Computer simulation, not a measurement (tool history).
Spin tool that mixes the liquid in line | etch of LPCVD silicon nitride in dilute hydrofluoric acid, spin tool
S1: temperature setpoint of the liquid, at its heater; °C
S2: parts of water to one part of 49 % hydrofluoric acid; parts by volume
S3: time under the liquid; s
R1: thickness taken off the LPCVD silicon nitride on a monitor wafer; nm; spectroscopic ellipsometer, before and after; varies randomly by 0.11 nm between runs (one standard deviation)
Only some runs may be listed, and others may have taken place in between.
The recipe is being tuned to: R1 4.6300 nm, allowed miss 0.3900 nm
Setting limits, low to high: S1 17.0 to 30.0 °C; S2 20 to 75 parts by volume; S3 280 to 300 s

run 1 day=0.000 | S1=22.0 S2=45 S3=280 | R1=2.1571
run 2 day=0.217 | S1=22.0 S2=45 S3=280 | R1=2.2182
run 3 day=0.342 | S1=23.0 S2=45 S3=280 | R1=2.4277
run 4 day=0.471 | S1=21.0 S2=45 S3=280 | R1=2.0309
run 5 day=0.762 | S1=19.0 S2=45 S3=280 | R1=1.7796
run 6 day=1.017 | S1=20.5 S2=40 S3=280 | R1=2.2654
run 7 day=1.046 | S1=22.0 S2=40 S3=280 | R1=2.3259
run 8 day=1.404 | S1=23.0 S2=35 S3=285 | R1=3.1027
run 9 day=1.646 | S1=27.0 S2=35 S3=285 | R1=4.0957

Which one of the following 5 next-run settings gets every result inside its allowed miss? There is exactly one.
run A day=1.888 | S1=29.5 S2=45 S3=300 | R1=?
run B day=1.888 | S1=27.5 S2=35 S3=280 | R1=?
run C day=1.888 | S1=30.0 S2=35 S3=280 | R1=?
run D day=1.888 | S1=25.5 S2=35 S3=280 | R1=?
run E day=1.888 | S1=24.5 S2=30 S3=280 | R1=?

move=A R1=3.8542
move=B R1=4.0417
move=C R1=4.7608
move=D R1=3.5378
move=E R1=3.8423
A: lands further from the targets than the last run did
B: lands further from the targets than the last run did
C: each result inside its tolerance
D: lands further from the targets than the last run did
E: lands further from the targets than the last run did
Go with C: it meets all targets.

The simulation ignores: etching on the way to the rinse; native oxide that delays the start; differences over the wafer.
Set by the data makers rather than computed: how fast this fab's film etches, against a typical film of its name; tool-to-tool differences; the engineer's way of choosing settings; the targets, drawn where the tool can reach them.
